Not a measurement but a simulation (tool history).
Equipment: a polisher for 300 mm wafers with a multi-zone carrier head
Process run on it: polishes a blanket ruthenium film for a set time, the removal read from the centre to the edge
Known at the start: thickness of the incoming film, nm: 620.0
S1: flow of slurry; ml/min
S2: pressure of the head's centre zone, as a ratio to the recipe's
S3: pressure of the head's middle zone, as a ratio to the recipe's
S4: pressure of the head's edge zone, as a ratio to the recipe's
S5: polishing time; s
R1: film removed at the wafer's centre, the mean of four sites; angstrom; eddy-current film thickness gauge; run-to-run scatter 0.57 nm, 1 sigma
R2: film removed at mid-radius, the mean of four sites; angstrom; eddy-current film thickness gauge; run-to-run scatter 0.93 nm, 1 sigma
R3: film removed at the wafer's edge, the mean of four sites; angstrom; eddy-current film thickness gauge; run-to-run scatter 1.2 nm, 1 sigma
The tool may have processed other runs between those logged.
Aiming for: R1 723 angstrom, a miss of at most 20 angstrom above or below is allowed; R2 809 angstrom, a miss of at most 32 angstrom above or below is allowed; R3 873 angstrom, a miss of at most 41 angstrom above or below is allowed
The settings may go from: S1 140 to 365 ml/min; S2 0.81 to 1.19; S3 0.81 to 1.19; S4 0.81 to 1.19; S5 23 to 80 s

run  hour   S1    S2    S3    S4  S5      R1      R2      R3
  1     0  235     1     1     1  51  557.96  570.21  588.59
  2   8.6  235     1     1  1.04  51  552.49  571.05   603.9
  3  10.7  235     1  1.01  1.07  54  604.15  597.02  639.96
  4  12.4  265     1  1.01  1.07  54  605.19  610.09  651.74
  5  15.9  265  1.07  1.01  1.07  54  644.15  610.58  642.58
  6  23.9  270  1.03  1.02  1.09  56   642.1  655.94  700.79
  7  32.8  280  1.03  1.03  1.11  57  661.74  659.31  719.04
  8  34.9  290  1.02  1.05  1.12  58  673.15  683.28  729.84
  9  37.3  295     1  1.06  1.13  59  670.35  701.63   731.4
 10  45.5  295  0.98  1.06  1.14  61  683.88  741.05  766.36
 11  52.7  300  0.97  1.05  1.15  62  689.42  736.54  777.17
 12  60.7  295  0.96  1.05  1.16  63   692.7  748.02  805.71
 13  63.5  295  0.95  1.05  1.17  64  676.06  766.01  819.37
 14  64.7  300  0.95  1.05  1.17  65  701.77  772.05  838.87

Next run, 5 choices. One meets every target within its allowed miss, the rest don't. Which?
  A  65.9  240  0.95  0.99  1.03  66   ?   ?   ?
  B  65.9  280  0.91     1  1.19  66   ?   ?   ?
  C  65.9  305  0.98  1.12  1.16  62   ?   ?   ?
  D  65.9  270  0.92  1.03  1.15  70   ?   ?   ?
  E  65.9  205   1.1  1.14  1.16  60   ?   ?   ?

move      R1      R2      R3
   A  695.26  717.42  778.05
   B  678.81  736.21  848.24
   C  694.29  767.97  790.19
   D  724.96  797.52  880.81
   E  716.62  719.69  737.93
A: misses by more than the last run did
B: misses by more than the last run did
C: misses by more than the last run did
D: all results land within tolerance of their targets
E: misses by more than the last run did
The right move is D.
